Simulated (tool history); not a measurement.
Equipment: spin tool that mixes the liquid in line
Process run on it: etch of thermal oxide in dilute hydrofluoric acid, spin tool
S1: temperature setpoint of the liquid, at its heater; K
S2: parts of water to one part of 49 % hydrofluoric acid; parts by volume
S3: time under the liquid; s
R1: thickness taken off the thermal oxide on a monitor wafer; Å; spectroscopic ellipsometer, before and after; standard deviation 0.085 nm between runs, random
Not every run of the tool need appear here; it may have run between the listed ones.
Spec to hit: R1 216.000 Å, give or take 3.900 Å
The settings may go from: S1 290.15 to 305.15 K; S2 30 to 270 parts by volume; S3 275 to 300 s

run 1 day=0.000 | S1=297.15 S2=150 S3=275 | R1=76.551
run 2 day=0.225 | S1=297.15 S2=150 S3=300 | R1=83.722
run 3 day=0.471 | S1=295.15 S2=150 S3=300 | R1=77.662
run 4 day=0.592 | S1=295.15 S2=150 S3=300 | R1=77.394
run 5 day=0.675 | S1=297.15 S2=135 S3=300 | R1=94.657
run 6 day=0.925 | S1=297.15 S2=110 S3=300 | R1=119.370
run 7 day=1.158 | S1=299.15 S2=105 S3=300 | R1=136.060
run 8 day=1.204 | S1=300.65 S2=100 S3=300 | R1=153.010
run 9 day=1.492 | S1=301.65 S2=95 S3=300 | R1=168.520
run 10 day=1.762 | S1=302.65 S2=95 S3=300 | R1=174.700
run 11 day=1.888 | S1=305.15 S2=75 S3=300 | R1=249.760
run 12 day=2.092 | S1=304.65 S2=75 S3=300 | R1=245.490

Which single option among these 4 for the next run brings every result within its allowed miss of target? Just one does.
run A day=2.296 | S1=305.15 S2=90 S3=295 | R1=?
run B day=2.296 | S1=303.15 S2=60 S3=300 | R1=?
run C day=2.296 | S1=305.15 S2=85 S3=300 | R1=?
run D day=2.296 | S1=301.15 S2=65 S3=300 | R1=?

move=A R1=202.040
move=B R1=298.870
move=C R1=219.200
move=D R1=253.260
A: moves the result that the last run missed by most past its target, out the other side
B: the biggest miss grows against the last run
C: all results land within tolerance of their targets
D: the biggest miss grows against the last run
The right move is C.
